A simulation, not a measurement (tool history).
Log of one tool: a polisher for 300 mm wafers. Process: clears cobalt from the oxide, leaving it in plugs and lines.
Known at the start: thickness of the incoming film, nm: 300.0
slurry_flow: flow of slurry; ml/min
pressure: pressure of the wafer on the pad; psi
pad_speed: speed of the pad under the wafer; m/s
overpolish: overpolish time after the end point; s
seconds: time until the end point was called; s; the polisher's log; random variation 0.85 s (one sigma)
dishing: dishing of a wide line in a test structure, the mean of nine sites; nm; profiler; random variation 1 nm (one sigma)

run	hour	slurry_flow	pressure	pad_speed	overpolish	seconds	dishing
1	0.0	165	2.4	1.24	18	39.769	49.198
2	4.2	165	2.1	1.22	17	46.552	47.047
3	7.0	165	1.9	1.22	16	51.188	47.834
4	13.4	165	1.8	1.20	13	54.301	43.751
5	22.2	205	1.8	1.20	13	53.082	42.256
6	24.5	205	1.8	1.20	20	52.697	51.909
7	31.7	195	1.2	1.18	13	79.815	34.576
8	33.3	195	1.3	1.18	14	74.052	35.403
9	41.7	195	1.3	1.18	23	74.660	47.539
10	42.3	195	1.3	1.18	22	73.463	47.764
11	43.8	195	1.3	1.18	21	75.774	46.572

The next listed run, before its measurement:
12	46.1	200	1.3	1.18	20	?	?

seconds: 74.801 s
dishing: 45.423 nm
